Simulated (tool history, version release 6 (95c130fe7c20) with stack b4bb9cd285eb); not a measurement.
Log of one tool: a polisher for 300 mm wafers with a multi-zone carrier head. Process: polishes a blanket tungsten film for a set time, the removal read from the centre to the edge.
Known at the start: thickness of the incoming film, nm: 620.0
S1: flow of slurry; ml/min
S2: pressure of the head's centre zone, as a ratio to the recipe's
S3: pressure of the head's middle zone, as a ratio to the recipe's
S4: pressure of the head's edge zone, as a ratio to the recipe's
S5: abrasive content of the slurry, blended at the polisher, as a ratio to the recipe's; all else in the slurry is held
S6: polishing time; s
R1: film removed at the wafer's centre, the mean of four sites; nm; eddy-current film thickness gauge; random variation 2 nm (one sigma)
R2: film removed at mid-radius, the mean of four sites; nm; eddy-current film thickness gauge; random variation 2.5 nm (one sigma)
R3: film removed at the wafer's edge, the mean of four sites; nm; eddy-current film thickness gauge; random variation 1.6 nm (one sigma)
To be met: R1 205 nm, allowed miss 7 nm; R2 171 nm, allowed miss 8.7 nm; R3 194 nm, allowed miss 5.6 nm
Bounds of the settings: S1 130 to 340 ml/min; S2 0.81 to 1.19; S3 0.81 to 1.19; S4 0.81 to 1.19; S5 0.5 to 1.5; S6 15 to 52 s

| run | day | S1 | S2 | S3 | S4 | S5 | S6 | R1 | R2 | R3 |
|---|---|---|---|---|---|---|---|---|---|---|
| 1 | 0 | 220 | 1 | 1 | 1 | 1 | 33 | 177.06 | 169.49 | 171.93 |
| 2 | 0.054 | 220 | 1 | 1 | 1 | 1 | 41 | 217.9 | 219.54 | 220.46 |
| 3 | 0.142 | 220 | 1 | 1 | 1 | 1.15 | 41 | 222.92 | 218.73 | 224.66 |
| 4 | 0.512 | 215 | 1 | 0.97 | 0.98 | 1.1 | 41 | 222.02 | 216.86 | 218.6 |
| 5 | 0.775 | 215 | 0.96 | 0.97 | 0.98 | 1.1 | 41 | 213.88 | 211.92 | 222.91 |
| 6 | 1.017 | 215 | 0.96 | 0.97 | 0.92 | 1.1 | 41 | 212.29 | 221.13 | 210.63 |
| 7 | 1.058 | 210 | 0.97 | 0.94 | 0.93 | 1.05 | 41 | 210.15 | 206.62 | 212.08 |
| 8 | 1.388 | 205 | 0.98 | 0.92 | 0.92 | 1.05 | 41 | 210.89 | 200.67 | 208.77 |
| 9 | 1.758 | 200 | 0.99 | 0.9 | 0.91 | 1.05 | 41 | 210.43 | 198.99 | 209.26 |
| 10 | 1.804 | 195 | 1 | 0.88 | 0.9 | 1 | 41 | 215 | 192.87 | 203.46 |

4 next moves are on the table. One of them brings every result within its allowed miss. Which?
| A | 1.85 | 240 | 1.02 | 0.83 | 0.94 | 0.95 | 38 | ? | ? | ? |
| B | 1.85 | 200 | 1.02 | 0.91 | 0.83 | 0.95 | 39 | ? | ? | ? |
| C | 1.85 | 215 | 1.02 | 0.93 | 1.01 | 0.85 | 40 | ? | ? | ? |
| D | 1.85 | 190 | 1.15 | 0.81 | 0.99 | 1 | 38 | ? | ? | ? |

| move | R1 | R2 | R3 |
|---|---|---|---|
| A | 207.11 | 175.51 | 194.89 |
| B | 206.46 | 187.57 | 185.12 |
| C | 209.08 | 192.7 | 204.37 |
| D | 227.37 | 168.36 | 196.94 |
A: meets every target
B: nearer than the last run, and not there yet
C: as far off as the last run
D: brings the result that was furthest off to its target, and leaves another outside
Move A is the one to make.
